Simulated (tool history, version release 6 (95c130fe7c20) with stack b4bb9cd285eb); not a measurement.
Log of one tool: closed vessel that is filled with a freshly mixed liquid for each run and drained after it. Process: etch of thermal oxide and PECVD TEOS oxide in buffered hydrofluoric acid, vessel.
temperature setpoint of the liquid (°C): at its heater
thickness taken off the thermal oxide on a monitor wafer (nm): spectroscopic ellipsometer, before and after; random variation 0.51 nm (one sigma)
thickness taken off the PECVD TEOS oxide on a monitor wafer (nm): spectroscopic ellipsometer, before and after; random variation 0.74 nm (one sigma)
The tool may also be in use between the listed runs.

run,hour,temperature setpoint of the liquid (°C),parts of 40 % ammonium fluoride to one part of 49 % hydrofluoric acid (parts by volume),time in the liquid (s),thickness taken off the thermal oxide on a monitor wafer (nm),thickness taken off the PECVD TEOS oxide on a monitor wafer (nm)
1,0.0,23.0,13.5,75,58.885,118.030
2,7.4,23.5,13.5,75,60.827,120.170
3,8.1,23.5,16.5,75,49.671,98.608
4,16.4,24.5,16.5,75,52.319,105.470
5,20.4,22.5,16.5,75,47.064,94.614
6,26.7,22.5,18.5,75,42.363,84.653
7,32.4,24.0,18.0,75,47.298,94.364

Forecast run 8:
8,35.5,25.0,18.0,75,?,?

{"run 8": {"thickness taken off the thermal oxide on a monitor wafer (nm)": 49.97, "thickness taken off the PECVD TEOS oxide on a monitor wafer (nm)": 99.059}}
